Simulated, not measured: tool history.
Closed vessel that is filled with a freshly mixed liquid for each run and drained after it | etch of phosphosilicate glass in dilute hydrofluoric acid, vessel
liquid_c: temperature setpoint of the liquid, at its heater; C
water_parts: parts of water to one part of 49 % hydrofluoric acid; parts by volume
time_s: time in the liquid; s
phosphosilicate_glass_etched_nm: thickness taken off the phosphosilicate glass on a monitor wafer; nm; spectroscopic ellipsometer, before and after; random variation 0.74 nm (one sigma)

| run | hour | liquid_c | water_parts | time_s | phosphosilicate_glass_etched_nm |
|---|---|---|---|---|---|
| 1 | 0.0 | 21.0 | 90 | 100 | 140.80 |
| 2 | 3.6 | 20.5 | 90 | 100 | 138.44 |
| 3 | 10.2 | 20.0 | 90 | 100 | 136.36 |
| 4 | 14.9 | 23.0 | 90 | 100 | 154.16 |
| 5 | 18.1 | 23.0 | 65 | 100 | 221.70 |
| 6 | 25.7 | 22.0 | 70 | 100 | 194.12 |
| 7 | 27.9 | 21.5 | 75 | 100 | 177.41 |
| 8 | 29.5 | 21.5 | 75 | 100 | 175.75 |
| 9 | 32.6 | 21.0 | 80 | 100 | 162.29 |
| 10 | 34.9 | 20.5 | 80 | 100 | 158.03 |

Run 11 comes next. What will it give?
| 11 | 40.4 | 20.0 | 80 | 100 | ? |

phosphosilicate_glass_etched_nm: 154.52 nm

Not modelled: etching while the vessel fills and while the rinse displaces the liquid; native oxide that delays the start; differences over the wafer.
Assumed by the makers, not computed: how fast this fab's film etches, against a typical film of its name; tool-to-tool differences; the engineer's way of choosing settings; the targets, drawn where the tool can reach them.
